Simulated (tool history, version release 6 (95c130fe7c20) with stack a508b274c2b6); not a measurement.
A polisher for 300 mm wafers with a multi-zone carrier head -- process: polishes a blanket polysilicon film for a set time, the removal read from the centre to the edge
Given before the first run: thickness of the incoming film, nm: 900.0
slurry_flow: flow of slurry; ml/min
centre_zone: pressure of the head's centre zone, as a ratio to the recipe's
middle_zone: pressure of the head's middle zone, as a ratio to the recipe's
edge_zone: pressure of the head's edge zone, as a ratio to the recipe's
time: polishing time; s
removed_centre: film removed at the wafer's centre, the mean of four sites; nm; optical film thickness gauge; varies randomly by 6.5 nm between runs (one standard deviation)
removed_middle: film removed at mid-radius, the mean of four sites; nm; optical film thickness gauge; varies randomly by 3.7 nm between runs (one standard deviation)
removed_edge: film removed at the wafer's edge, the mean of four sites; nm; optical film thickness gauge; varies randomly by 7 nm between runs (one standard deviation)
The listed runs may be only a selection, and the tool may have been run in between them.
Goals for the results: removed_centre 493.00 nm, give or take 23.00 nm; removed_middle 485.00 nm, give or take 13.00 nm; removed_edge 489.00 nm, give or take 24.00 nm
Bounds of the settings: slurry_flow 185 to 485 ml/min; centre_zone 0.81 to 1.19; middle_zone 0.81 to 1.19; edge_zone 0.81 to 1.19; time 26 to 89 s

| run | day | slurry_flow | centre_zone | middle_zone | edge_zone | time | removed_centre | removed_middle | removed_edge |
|---|---|---|---|---|---|---|---|---|---|
| 1 | 0.000 | 310 | 1.00 | 1.00 | 1.00 | 57 | 361.43 | 348.87 | 369.68 |
| 2 | 0.175 | 265 | 1.00 | 1.00 | 1.00 | 57 | 351.44 | 336.61 | 362.27 |
| 3 | 0.508 | 265 | 1.00 | 1.00 | 1.00 | 48 | 291.46 | 285.07 | 304.87 |
| 4 | 0.842 | 265 | 1.00 | 1.00 | 1.00 | 53 | 326.93 | 314.58 | 339.05 |
| 5 | 1.133 | 265 | 1.00 | 1.00 | 1.00 | 60 | 364.52 | 356.11 | 392.44 |
| 6 | 1.375 | 265 | 1.00 | 1.00 | 1.08 | 60 | 364.64 | 358.53 | 394.42 |
| 7 | 1.454 | 275 | 1.02 | 1.02 | 1.08 | 62 | 389.24 | 372.46 | 412.72 |
| 8 | 1.683 | 300 | 1.03 | 1.05 | 1.08 | 64 | 412.06 | 401.82 | 431.70 |
|  | 1.817 | edge zone pressure recalibrated |
| 9 | 1.817 | 320 | 1.04 | 1.07 | 1.08 | 65 | 430.05 | 414.40 | 410.59 |
| 10 | 2.142 | 325 | 1.04 | 1.07 | 1.09 | 67 | 444.97 | 429.13 | 432.69 |
| 11 | 2.442 | 325 | 1.04 | 1.07 | 1.09 | 69 | 459.24 | 448.47 | 447.88 |

Pick the move, out of 4, that brings all results within their allowed miss; only one does.
| A | 2.742 | 440 | 1.19 | 1.03 | 1.06 | 64 | ? | ? | ? |
| B | 2.742 | 275 | 1.04 | 1.07 | 1.12 | 77 | ? | ? | ? |
| C | 2.742 | 185 | 0.85 | 0.94 | 1.19 | 79 | ? | ? | ? |
| D | 2.742 | 440 | 1.08 | 1.18 | 1.11 | 72 | ? | ? | ? |

| move | removed_centre | removed_middle | removed_edge |
|---|---|---|---|
| A | 486.24 | 411.84 | 420.72 |
| B | 496.67 | 490.34 | 503.03 |
| C | 401.22 | 424.36 | 509.55 |
| D | 503.51 | 520.76 | 483.44 |
A: further off than the last run
B: every result lands within tolerance
C: further off than the last run
D: takes the biggest miss from the last run beyond its target
Answer: B
